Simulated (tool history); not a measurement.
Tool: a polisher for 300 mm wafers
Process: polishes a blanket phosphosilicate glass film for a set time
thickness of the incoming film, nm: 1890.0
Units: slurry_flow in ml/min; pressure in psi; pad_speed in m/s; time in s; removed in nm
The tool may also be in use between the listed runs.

run  hour  slurry_flow  pressure  pad_speed  slurry_solids  time  removed
  1   0.0          285       3.0       1.06            1.0   106   743.30
  2   4.5          285       3.0       1.06            1.0   106   734.92
  3   8.7          285       3.0       0.94            1.0   106   670.99
  4  11.9          285       3.1       0.94            1.0   106   684.99
  5  12.8          285       3.2       0.94            1.0   106   713.34
  6  18.6          285       3.3       0.94            1.0   106   719.48
  7  24.8          285       3.4       0.94            1.0   106   748.69

Run 8 comes next. What will it give?
  8  32.2          285       3.5       0.94            1.0   106        ?

Run 8 gave removed 753.34 nm.
